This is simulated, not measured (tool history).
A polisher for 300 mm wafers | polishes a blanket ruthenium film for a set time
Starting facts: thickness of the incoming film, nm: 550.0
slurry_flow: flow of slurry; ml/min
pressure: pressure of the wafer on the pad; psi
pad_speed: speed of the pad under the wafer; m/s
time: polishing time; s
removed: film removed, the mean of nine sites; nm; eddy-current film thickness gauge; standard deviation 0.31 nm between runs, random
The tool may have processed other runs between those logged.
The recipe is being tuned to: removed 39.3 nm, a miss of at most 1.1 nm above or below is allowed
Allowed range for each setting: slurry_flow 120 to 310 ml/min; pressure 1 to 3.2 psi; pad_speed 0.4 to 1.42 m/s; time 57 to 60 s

Run 1, day 0: slurry_flow 200 ml/min, pressure 2.1 psi, pad_speed 0.9 m/s, time 57 s. Result: removed 62.797 nm.
Run 2, day 0.208: slurry_flow 195 ml/min, pressure 1.8 psi, pad_speed 0.9 m/s, time 57 s. Result: removed 54.229 nm.
Run 3, day 0.538: slurry_flow 190 ml/min, pressure 1.6 psi, pad_speed 0.9 m/s, time 57 s. Result: removed 48.287 nm.
Run 4, day 0.733: slurry_flow 165 ml/min, pressure 1.6 psi, pad_speed 0.9 m/s, time 57 s. Result: removed 47.073 nm.
Run 5, day 0.867: slurry_flow 130 ml/min, pressure 1.6 psi, pad_speed 0.9 m/s, time 57 s. Result: removed 45.688 nm.
Run 6, day 1.121: slurry_flow 160 ml/min, pressure 1.6 psi, pad_speed 0.9 m/s, time 57 s. Result: removed 46.926 nm.
Run 7, day 1.242: slurry_flow 155 ml/min, pressure 1.5 psi, pad_speed 0.9 m/s, time 57 s. Result: removed 43.866 nm.
Run 8, day 1.367: slurry_flow 150 ml/min, pressure 1.4 psi, pad_speed 0.9 m/s, time 57 s. Result: removed 40.497 nm.
Run 9, day 1.392: slurry_flow 145 ml/min, pressure 1.4 psi, pad_speed 0.9 m/s, time 57 s. Result: removed 40.821 nm.

Next run, 4 choices. One meets every target within its allowed miss, the rest don't. Which?
Run A, day 1.417: slurry_flow 155 ml/min, pressure 1.5 psi, pad_speed 0.86 m/s, time 58 s. Result: removed ?.
Run B, day 1.417: slurry_flow 150 ml/min, pressure 1.3 psi, pad_speed 0.94 m/s, time 57 s. Result: removed ?.
Run C, day 1.417: slurry_flow 145 ml/min, pressure 1.5 psi, pad_speed 0.86 m/s, time 57 s. Result: removed ?.
Run D, day 1.417: slurry_flow 145 ml/min, pressure 1.5 psi, pad_speed 0.72 m/s, time 60 s. Result: removed ?.

move  removed
   A   42.471
   B   39.535
   C   41.417
   D   36.722
A: its largest miss is bigger than the last run's
B: in spec on every target
C: its largest miss is bigger than the last run's
D: takes the result that was furthest off past its target
B is the move that brings every result within its allowed miss.
